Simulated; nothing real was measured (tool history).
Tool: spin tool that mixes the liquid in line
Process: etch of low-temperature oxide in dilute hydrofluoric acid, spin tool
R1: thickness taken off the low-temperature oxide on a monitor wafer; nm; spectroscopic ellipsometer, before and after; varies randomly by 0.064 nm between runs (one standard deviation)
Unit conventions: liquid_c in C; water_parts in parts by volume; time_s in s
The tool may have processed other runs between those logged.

{"run": 1, "day": 0.0, "liquid_c": 24.0, "water_parts": 215, "time_s": 235, "R1": 20.012}
{"run": 2, "day": 0.096, "liquid_c": 22.5, "water_parts": 240, "time_s": 235, "R1": 16.468}
{"run": 3, "day": 0.208, "liquid_c": 24.5, "water_parts": 240, "time_s": 235, "R1": 17.489}
{"run": 4, "day": 0.258, "liquid_c": 22.5, "water_parts": 260, "time_s": 235, "R1": 14.967}
{"run": 5, "day": 0.512, "liquid_c": 20.0, "water_parts": 260, "time_s": 235, "R1": 13.674}
{"run": 6, "day": 0.75, "liquid_c": 19.5, "water_parts": 275, "time_s": 235, "R1": 12.562}
{"run": 7, "day": 0.792, "liquid_c": 19.0, "water_parts": 290, "time_s": 235, "R1": 11.496}

The next listed run, before its measurement:
{"run": 8, "day": 1.071, "liquid_c": 18.5, "water_parts": 300, "time_s": 235, "R1": "?"}

{"run 8": {"R1": 10.732}}
